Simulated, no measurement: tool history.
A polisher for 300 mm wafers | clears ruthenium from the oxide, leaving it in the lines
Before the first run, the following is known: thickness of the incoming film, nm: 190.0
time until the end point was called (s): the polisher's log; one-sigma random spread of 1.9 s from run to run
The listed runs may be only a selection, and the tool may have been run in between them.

run    day  flow of slurry (ml/min)  pressure of the wafer on the pad (psi)  speed of the pad under the wafer (cm/s)  overpolish time after the end point (s)  time until the end point was called (s)
  1      0                      270                                     2.8                                      120                                       46                                   88.687
  2  0.067                      220                                     2.8                                      120                                       46                                   89.264
  3  0.183                      220                                     2.8                                      120                                       46                                   88.005
  4  0.308                      220                                     2.7                                      120                                       46                                   89.875
  5    0.5                      250                                     2.7                                      120                                       46                                   85.623
  6  0.525                      245                                     2.5                                      118                                       46                                   98.831

Run 7 comes next. What will it give?
  7  0.721                      245                                     2.4                                      118                                       46                                        ?

time until the end point was called (s): 97.67

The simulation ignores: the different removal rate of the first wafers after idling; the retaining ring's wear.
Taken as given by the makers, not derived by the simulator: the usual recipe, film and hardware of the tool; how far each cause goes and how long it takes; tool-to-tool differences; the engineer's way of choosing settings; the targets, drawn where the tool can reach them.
